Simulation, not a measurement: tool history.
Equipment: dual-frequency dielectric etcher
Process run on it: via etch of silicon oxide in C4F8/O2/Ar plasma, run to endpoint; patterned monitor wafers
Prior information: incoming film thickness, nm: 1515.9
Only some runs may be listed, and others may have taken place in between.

Run 1, hour 0.0: source power (W) 1340, bias power (W) 2579. Result: endpoint time (s) 346.46.
Run 2, hour 2.4: source power (W) 1450, bias power (W) 2640. Result: endpoint time (s) 332.65.
Run 3, hour 5.1: source power (W) 1520, bias power (W) 2679. Result: endpoint time (s) 327.42.
Run 4, hour 5.7: source power (W) 1360, bias power (W) 2679. Result: endpoint time (s) 339.72.
Run 5, hour 10.0: source power (W) 1460, bias power (W) 2743. Result: endpoint time (s) 329.14.
Run 6, hour 10.7: source power (W) 1530, bias power (W) 2788. Result: endpoint time (s) 318.36.

Run 7 is up next; what results do you expect?
Run 7, hour 17.5: source power (W) 1530, bias power (W) 2788. Result: endpoint time (s) ?.

{"run 7": {"endpoint time (s)": 323.22}}
